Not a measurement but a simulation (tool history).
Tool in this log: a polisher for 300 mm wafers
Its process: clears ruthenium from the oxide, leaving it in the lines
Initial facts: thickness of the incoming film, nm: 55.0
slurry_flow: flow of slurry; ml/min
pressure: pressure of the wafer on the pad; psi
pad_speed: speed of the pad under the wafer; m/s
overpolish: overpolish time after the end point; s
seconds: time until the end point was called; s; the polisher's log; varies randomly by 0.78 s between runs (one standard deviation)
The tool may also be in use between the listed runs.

{"run": 1, "hour": 0.0, "slurry_flow": 180, "pressure": 1.4, "pad_speed": 0.84, "overpolish": 30, "seconds": 76.722}
{"run": 2, "hour": 5.6, "slurry_flow": 180, "pressure": 1.5, "pad_speed": 0.84, "overpolish": 30, "seconds": 71.665}
{"run": 3, "hour": 13.2, "slurry_flow": 160, "pressure": 1.5, "pad_speed": 0.84, "overpolish": 30, "seconds": 74.294}
{"run": 4, "hour": 19.3, "slurry_flow": 165, "pressure": 1.6, "pad_speed": 0.84, "overpolish": 30, "seconds": 68.264}
{"hour": 26.3, "done": "head pressure recalibrated"}
{"run": 5, "hour": 26.3, "slurry_flow": 170, "pressure": 1.7, "pad_speed": 0.84, "overpolish": 30, "seconds": 69.698}
{"run": 6, "hour": 34.6, "slurry_flow": 170, "pressure": 1.7, "pad_speed": 0.84, "overpolish": 32, "seconds": 66.875}
{"run": 7, "hour": 39.9, "slurry_flow": 170, "pressure": 1.8, "pad_speed": 0.86, "overpolish": 32, "seconds": 62.172}

For run 8, what comes out?
{"run": 8, "hour": 46.0, "slurry_flow": 170, "pressure": 1.9, "pad_speed": 0.88, "overpolish": 32, "seconds": "?"}

seconds: 57.703 s

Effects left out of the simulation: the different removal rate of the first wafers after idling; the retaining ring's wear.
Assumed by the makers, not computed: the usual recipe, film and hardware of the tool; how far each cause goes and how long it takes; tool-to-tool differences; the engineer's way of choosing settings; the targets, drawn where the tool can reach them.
